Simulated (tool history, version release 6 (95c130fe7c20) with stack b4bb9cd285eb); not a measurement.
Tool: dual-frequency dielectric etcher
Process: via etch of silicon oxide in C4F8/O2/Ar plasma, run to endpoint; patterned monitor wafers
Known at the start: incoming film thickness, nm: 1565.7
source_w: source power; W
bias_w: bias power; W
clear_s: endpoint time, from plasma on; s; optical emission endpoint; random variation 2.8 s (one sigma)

{"run": 1, "day": 0.0, "source_w": 1500, "bias_w": 1729, "clear_s": 384.29}
{"run": 2, "day": 0.304, "source_w": 1730, "bias_w": 1729, "clear_s": 366.4}
{"run": 3, "day": 0.667, "source_w": 1600, "bias_w": 1638, "clear_s": 383.79}
{"run": 4, "day": 0.888, "source_w": 1600, "bias_w": 1469, "clear_s": 397.75}
{"run": 5, "day": 1.212, "source_w": 1360, "bias_w": 1469, "clear_s": 420.6}
{"run": 6, "day": 1.354, "source_w": 1290, "bias_w": 1451, "clear_s": 435.15}
{"run": 7, "day": 1.646, "source_w": 1250, "bias_w": 1442, "clear_s": 448.48}
{"run": 8, "day": 1.746, "source_w": 1230, "bias_w": 1438, "clear_s": 446.29}
{"run": 9, "day": 1.825, "source_w": 1200, "bias_w": 1433, "clear_s": 451.3}

The next listed run, before its measurement:
{"run": 10, "day": 2.125, "source_w": 1180, "bias_w": 1429, "clear_s": "?"}

{"run 10": {"clear_s": 455.81}}

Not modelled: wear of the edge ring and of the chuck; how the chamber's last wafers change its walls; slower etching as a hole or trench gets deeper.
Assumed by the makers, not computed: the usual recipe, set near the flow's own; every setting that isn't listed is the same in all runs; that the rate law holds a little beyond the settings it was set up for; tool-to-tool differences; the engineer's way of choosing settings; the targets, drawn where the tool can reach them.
